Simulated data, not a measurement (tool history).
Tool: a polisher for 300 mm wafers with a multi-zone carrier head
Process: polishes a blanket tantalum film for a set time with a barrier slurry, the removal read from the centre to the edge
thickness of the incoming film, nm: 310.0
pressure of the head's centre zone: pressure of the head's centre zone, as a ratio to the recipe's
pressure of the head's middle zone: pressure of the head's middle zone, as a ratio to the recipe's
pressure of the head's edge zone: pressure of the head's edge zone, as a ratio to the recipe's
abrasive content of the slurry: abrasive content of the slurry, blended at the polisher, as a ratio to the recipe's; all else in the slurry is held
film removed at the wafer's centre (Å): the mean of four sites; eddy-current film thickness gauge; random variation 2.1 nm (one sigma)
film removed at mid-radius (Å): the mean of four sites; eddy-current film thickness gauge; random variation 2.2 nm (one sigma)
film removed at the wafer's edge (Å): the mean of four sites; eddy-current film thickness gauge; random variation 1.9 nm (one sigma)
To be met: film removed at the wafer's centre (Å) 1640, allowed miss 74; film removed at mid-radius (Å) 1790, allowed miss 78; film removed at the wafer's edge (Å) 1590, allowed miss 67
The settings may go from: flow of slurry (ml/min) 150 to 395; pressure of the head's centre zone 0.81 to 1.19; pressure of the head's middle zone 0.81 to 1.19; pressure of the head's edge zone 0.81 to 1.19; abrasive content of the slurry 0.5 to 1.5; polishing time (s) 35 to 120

run  hour  flow of slurry (ml/min)  pressure of the head's centre zone  pressure of the head's middle zone  pressure of the head's edge zone  abrasive content of the slurry  polishing time (s)  film removed at the wafer's centre (Å)  film removed at mid-radius (Å)  film removed at the wafer's edge (Å)
  1     0                      250                                   1                                   1                                 1                               1                  77                                  1195.9                          1241.5                                1172.5
  2   0.6                      250                                   1                                   1                                 1                               1                  63                                   967.1                          1003.8                                967.79
  3   8.4                      255                                1.02                                1.04                              1.03                            1.15                  70                                  1158.7                          1168.2                                1131.8
  4  10.7                      255                                1.02                                1.04                              1.03                            1.05                  70                                  1112.9                          1151.7                                1092.1
  5  12.2                      260                                1.01                                1.08                              1.03                             1.2                  76                                  1260.8                          1360.5                                1229.8
  6  15.9                      265                                1.02                                 1.1                              1.05                             1.3                  79                                  1329.2                            1463                                1335.4
     23.2  -- worn pad replaced by a new one
  7  23.2                      290                                1.12                                1.18                              1.06                             1.5                  88                                  1875.2                          1925.8                                1666.6
  8  23.8                      280                                 1.1                                1.17                              1.06                             1.5                  88                                  1821.1                          1936.2                                1703.8
  9  31.6                      280                                1.08                                1.16                              1.05                            1.45                  88                                  1772.3                          1906.1                                1646.1

4 next moves are on the table. One of them brings every result within its allowed miss. Which?
  A  39.4                      305                                1.19                                1.05                                 1                            1.35                  84                                       ?                               ?                                     ?
  B  39.4                      385                                1.12                                1.19                              0.97                             1.4                  93                                       ?                               ?                                     ?
  C  39.4                      350                                0.96                                1.04                              0.91                            1.45                  88                                       ?                               ?                                     ?
  D  39.4                      275                                 1.1                                1.03                              1.03                             1.4                  97                                       ?                               ?                                     ?

move  film removed at the wafer's centre (Å)  film removed at mid-radius (Å)  film removed at the wafer's edge (Å)
   A                                  1852.5                          1654.2                                1558.4
   B                                  1991.1                          2098.5                                1737.7
   C                                  1610.3                          1770.9                                1602.1
   D                                  1969.5                            1876                                1826.6
A: further off than the last run
B: further off than the last run
C: meets every target
D: further off than the last run
Move C is the one to make.

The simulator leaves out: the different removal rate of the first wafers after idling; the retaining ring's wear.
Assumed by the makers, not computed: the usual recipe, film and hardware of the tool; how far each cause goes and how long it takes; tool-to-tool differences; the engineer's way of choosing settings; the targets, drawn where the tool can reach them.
